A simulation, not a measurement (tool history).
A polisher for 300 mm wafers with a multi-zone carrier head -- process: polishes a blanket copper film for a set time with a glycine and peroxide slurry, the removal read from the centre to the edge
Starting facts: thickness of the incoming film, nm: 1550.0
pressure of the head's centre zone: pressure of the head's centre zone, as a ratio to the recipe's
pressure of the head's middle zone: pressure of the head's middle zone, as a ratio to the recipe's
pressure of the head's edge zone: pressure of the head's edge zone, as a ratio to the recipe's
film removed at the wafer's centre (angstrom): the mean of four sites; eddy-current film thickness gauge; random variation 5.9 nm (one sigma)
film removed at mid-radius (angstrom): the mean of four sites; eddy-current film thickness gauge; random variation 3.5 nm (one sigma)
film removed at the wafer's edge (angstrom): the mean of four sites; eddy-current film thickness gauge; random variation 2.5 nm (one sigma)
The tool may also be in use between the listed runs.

run	hour	flow of slurry (ml/min)	pressure of the head's centre zone	pressure of the head's middle zone	pressure of the head's edge zone	polishing time (s)	film removed at the wafer's centre (angstrom)	film removed at mid-radius (angstrom)	film removed at the wafer's edge (angstrom)
1	0	300	1	1	1	62	2880.1	2748.7	2867.3
2	3.1	315	1.02	1.03	1	65	3139.7	2992.2	2978.1
3	7.3	315	1.06	1.03	1	65	3331.5	3016.3	2991.6
4	9.3	315	1.06	1.03	1.05	65	3184.4	3012.7	3064.7
5	15.1	315	1.02	1.03	1.05	65	3131.1	2979.3	3052.3
6	16.1	320	1.03	1.06	1.05	68	3306	3226	3164.3

Run 7 is up next; what results do you expect?
7	22.6	325	1.04	1.08	1.06	70	?	?	?

Run 7 yielded film removed at the wafer's centre (angstrom) 3410.8, film removed at mid-radius (angstrom) 3372.5, film removed at the wafer's edge (angstrom) 3292.2.
